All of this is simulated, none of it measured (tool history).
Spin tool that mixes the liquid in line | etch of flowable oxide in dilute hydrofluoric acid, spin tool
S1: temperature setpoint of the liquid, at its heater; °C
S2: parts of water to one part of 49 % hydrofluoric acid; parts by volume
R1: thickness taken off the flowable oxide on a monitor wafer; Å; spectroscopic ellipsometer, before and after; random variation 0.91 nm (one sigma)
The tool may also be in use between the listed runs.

{"run": 1, "hour": 0.0, "S1": 21, "S2": 190, "time under the liquid (s)": 120, "R1": 250.55}
{"run": 2, "hour": 3.1, "S1": 24, "S2": 190, "time under the liquid (s)": 120, "R1": 278.66}
{"run": 3, "hour": 4.6, "S1": 24, "S2": 190, "time under the liquid (s)": 130, "R1": 297.71}
{"run": 4, "hour": 11.6, "S1": 24, "S2": 250, "time under the liquid (s)": 130, "R1": 213.92}
{"run": 5, "hour": 18.5, "S1": 24, "S2": 250, "time under the liquid (s)": 120, "R1": 196.74}
{"run": 6, "hour": 21.5, "S1": 24, "S2": 250, "time under the liquid (s)": 120, "R1": 202.22}
{"run": 7, "hour": 28.3, "S1": 25, "S2": 210, "time under the liquid (s)": 120, "R1": 253.58}
{"run": 8, "hour": 29.5, "S1": 25.5, "S2": 180, "time under the liquid (s)": 120, "R1": 310.74}
{"run": 9, "hour": 35.6, "S1": 26, "S2": 155, "time under the liquid (s)": 120, "R1": 381.87}
{"run": 10, "hour": 44.5, "S1": 26.5, "S2": 135, "time under the liquid (s)": 120, "R1": 450.62}
{"run": 11, "hour": 52.1, "S1": 29, "S2": 60, "time under the liquid (s)": 125, "R1": 1316.2}
{"run": 12, "hour": 57.4, "S1": 28.5, "S2": 60, "time under the liquid (s)": 125, "R1": 1254.5}
{"run": 13, "hour": 58.4, "S1": 28, "S2": 60, "time under the liquid (s)": 125, "R1": 1273.8}
{"run": 14, "hour": 60.5, "S1": 27, "S2": 60, "time under the liquid (s)": 125, "R1": 1196.8}
{"run": 15, "hour": 64.3, "S1": 26, "S2": 60, "time under the liquid (s)": 125, "R1": 1160.6}
{"run": 16, "hour": 65.8, "S1": 25.5, "S2": 60, "time under the liquid (s)": 125, "R1": 1153.3}

Forecast run 17:
{"run": 17, "hour": 69.3, "S1": 21.5, "S2": 65, "time under the liquid (s)": 125, "R1": "?"}

R1: 886.43 Å
